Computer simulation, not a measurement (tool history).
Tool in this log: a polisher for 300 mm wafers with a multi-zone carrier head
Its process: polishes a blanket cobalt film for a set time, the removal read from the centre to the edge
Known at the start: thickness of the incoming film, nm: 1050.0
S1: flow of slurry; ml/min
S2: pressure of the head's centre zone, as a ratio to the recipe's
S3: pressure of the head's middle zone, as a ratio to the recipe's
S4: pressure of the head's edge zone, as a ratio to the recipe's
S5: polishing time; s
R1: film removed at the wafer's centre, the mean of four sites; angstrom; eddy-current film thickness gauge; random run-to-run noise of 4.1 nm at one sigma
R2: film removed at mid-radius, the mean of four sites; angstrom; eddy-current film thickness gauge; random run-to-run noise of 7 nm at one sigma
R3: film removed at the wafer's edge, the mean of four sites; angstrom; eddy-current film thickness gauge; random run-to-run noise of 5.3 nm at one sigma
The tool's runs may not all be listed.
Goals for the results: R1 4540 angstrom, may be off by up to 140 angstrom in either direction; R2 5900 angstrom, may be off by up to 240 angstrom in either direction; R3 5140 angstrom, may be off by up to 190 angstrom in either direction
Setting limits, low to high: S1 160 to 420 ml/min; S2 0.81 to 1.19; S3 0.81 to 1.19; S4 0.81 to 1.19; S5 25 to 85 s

run 1 hour=0 | S1=270 S2=1 S3=1 S4=1 S5=55 | R1=3981.2 R2=4015.6 R3=3924.7
run 2 hour=1.4 | S1=270 S2=1.08 S3=1 S4=1 S5=55 | R1=4330.4 R2=4008.8 R3=3836.9
run 3 hour=7.5 | S1=270 S2=1.13 S3=1 S4=1 S5=55 | R1=4597.7 R2=4020.6 R3=3845.6
run 4 hour=10 | S1=270 S2=1.13 S3=0.92 S4=1 S5=55 | R1=4468.4 R2=3704.2 R3=3854.5
run 5 hour=15.6 | S1=270 S2=1.1 S3=0.95 S4=1.01 S5=56 | R1=4512.5 R2=3941.7 R3=4002.8
run 6 hour=22.5 | S1=320 S2=1.1 S3=0.95 S4=1.01 S5=56 | R1=4622.4 R2=3971.8 R3=4054.8
-- hour=27.7 worn pad replaced by a new one
run 7 hour=27.7 | S1=315 S2=1.07 S3=0.98 S4=1.02 S5=57 | R1=5028.8 R2=4565.9 R3=4593.8
run 8 hour=35.1 | S1=315 S2=1.07 S3=0.98 S4=1.02 S5=57 | R1=5131.8 R2=4564.8 R3=4544.7

4 candidate next runs follow, results not yet known. Just one meets every target within its allowed miss. Identify it.
run A hour=42.5 | S1=255 S2=0.85 S3=1.14 S4=0.98 S5=66 | R1=? R2=? R3=?
run B hour=42.5 | S1=245 S2=0.82 S3=1 S4=1.09 S5=69 | R1=? R2=? R3=?
run C hour=42.5 | S1=285 S2=0.81 S3=1.06 S4=1 S5=69 | R1=? R2=? R3=?
run D hour=42.5 | S1=175 S2=0.81 S3=1.11 S4=0.92 S5=70 | R1=? R2=? R3=?

move=A R1=4553.5 R2=5788.6 R3=5199.7
move=B R1=4563.2 R2=5387.3 R3=5697.7
move=C R1=4591.7 R2=5755.3 R3=5541.1
move=D R1=4346.7 R2=5704.7 R3=5167.3
A: all results land within tolerance of their targets
B: nearer the targets than the last run, but a result is still out of spec
C: puts the biggest miss on target and leaves a different result outside tolerance
D: puts the biggest miss on target and leaves a different result outside tolerance
So the answer is move A, the one that meets all the targets.

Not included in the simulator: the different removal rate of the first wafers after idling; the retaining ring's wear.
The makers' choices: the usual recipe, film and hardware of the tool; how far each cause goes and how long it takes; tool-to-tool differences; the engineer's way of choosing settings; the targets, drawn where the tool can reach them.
